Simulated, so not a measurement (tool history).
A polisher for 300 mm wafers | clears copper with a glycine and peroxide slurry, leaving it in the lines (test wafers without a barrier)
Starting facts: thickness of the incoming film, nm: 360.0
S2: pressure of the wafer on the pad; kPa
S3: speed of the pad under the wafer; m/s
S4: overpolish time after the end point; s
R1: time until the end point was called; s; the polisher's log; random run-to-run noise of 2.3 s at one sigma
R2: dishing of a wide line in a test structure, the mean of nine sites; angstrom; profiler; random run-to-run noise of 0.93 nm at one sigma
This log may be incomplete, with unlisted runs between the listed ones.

Run 1, hour 0: flow of slurry (ml/min) 170, S2 13.1 kPa, S3 0.86 m/s, S4 28 s. Result: R1 96.762 s, R2 485.72 angstrom.
Run 2, hour 4.9: flow of slurry (ml/min) 165, S2 11 kPa, S3 0.8 m/s, S4 29 s. Result: R1 111.91 s, R2 446.06 angstrom.
Run 3, hour 13.2: flow of slurry (ml/min) 165, S2 11 kPa, S3 0.7 m/s, S4 29 s. Result: R1 122.9 s, R2 445.48 angstrom.
Run 4, hour 21.6: flow of slurry (ml/min) 165, S2 11 kPa, S3 0.7 m/s, S4 17 s. Result: R1 124.5 s, R2 310.82 angstrom.
Run 5, hour 27.6: flow of slurry (ml/min) 165, S2 11 kPa, S3 0.5 m/s, S4 17 s. Result: R1 153.48 s, R2 263.85 angstrom.
Run 6, hour 33.3: flow of slurry (ml/min) 125, S2 11 kPa, S3 0.5 m/s, S4 17 s. Result: R1 159 s, R2 257.81 angstrom.
Run 7, hour 38.3: flow of slurry (ml/min) 125, S2 10.3 kPa, S3 0.52 m/s, S4 23 s. Result: R1 159.42 s, R2 325.8 angstrom.
Run 8, hour 46.9: flow of slurry (ml/min) 125, S2 9.7 kPa, S3 0.54 m/s, S4 26 s. Result: R1 163.65 s, R2 348.8 angstrom.

Estimate the outcome of run 9 from the log above:
Run 9, hour 53.6: flow of slurry (ml/min) 125, S2 9.7 kPa, S3 0.54 m/s, S4 28 s. Result: R1 ?, R2 ?.

{"run 9": {"R1": 164.19, "R2": 365.17}}
